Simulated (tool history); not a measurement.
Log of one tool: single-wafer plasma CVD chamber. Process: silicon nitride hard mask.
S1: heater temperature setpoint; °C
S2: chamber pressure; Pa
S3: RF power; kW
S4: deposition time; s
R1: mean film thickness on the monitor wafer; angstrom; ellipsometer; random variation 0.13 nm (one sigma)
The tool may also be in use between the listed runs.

run,hour,S1,S2,S3,S4,R1
1,0.0,410,255,0.230,36.5,348.07
2,6.2,420,255,0.230,36.5,345.21
3,14.1,420,251,0.230,36.5,343.67
4,19.7,420,247,0.230,36.5,344.09
5,25.2,420,247,0.250,36.5,371.13
6,29.4,420,292,0.250,36.5,383.06
7,29.9,420,281,0.250,36.5,381.44
8,34.4,420,271,0.250,36.5,379.40
9,38.2,420,261,0.250,36.5,373.80
10,39.9,420,252,0.250,36.5,368.09

Forecast run 11:
11,46.8,420,201,0.245,36.5,?

{"run 11": {"R1": 343.28}}
